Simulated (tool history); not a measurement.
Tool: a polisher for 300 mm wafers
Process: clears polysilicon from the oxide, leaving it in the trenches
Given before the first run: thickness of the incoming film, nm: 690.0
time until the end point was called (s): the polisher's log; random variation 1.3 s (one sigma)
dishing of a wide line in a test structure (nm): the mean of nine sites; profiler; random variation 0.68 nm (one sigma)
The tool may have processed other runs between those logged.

| run | hour | flow of slurry (ml/min) | pressure of the wafer on the pad (psi) | speed of the pad under the wafer (m/s) | overpolish time after the end point (s) | time until the end point was called (s) | dishing of a wide line in a test structure (nm) |
|---|---|---|---|---|---|---|---|
| 1 | 0.0 | 290 | 2.9 | 0.84 | 17 | 55.464 | 41.263 |
| 2 | 4.8 | 290 | 2.9 | 1.04 | 17 | 44.309 | 42.291 |
| 3 | 12.7 | 290 | 2.9 | 1.14 | 17 | 41.431 | 42.415 |
| 4 | 18.2 | 250 | 2.9 | 1.14 | 17 | 40.693 | 41.186 |
| 5 | 19.9 | 250 | 2.9 | 1.14 | 10 | 40.306 | 41.145 |
| 6 | 21.0 | 250 | 2.9 | 1.14 | 14 | 41.783 | 41.814 |
| 7 | 25.9 | 235 | 2.7 | 1.12 | 12 | 46.311 | 42.710 |

For run 8, what comes out?
| 8 | 31.4 | 230 | 2.9 | 0.98 | 11 | ? | ? |

Run 8 came out at time until the end point was called (s) 47.525, dishing of a wide line in a test structure (nm) 40.609.

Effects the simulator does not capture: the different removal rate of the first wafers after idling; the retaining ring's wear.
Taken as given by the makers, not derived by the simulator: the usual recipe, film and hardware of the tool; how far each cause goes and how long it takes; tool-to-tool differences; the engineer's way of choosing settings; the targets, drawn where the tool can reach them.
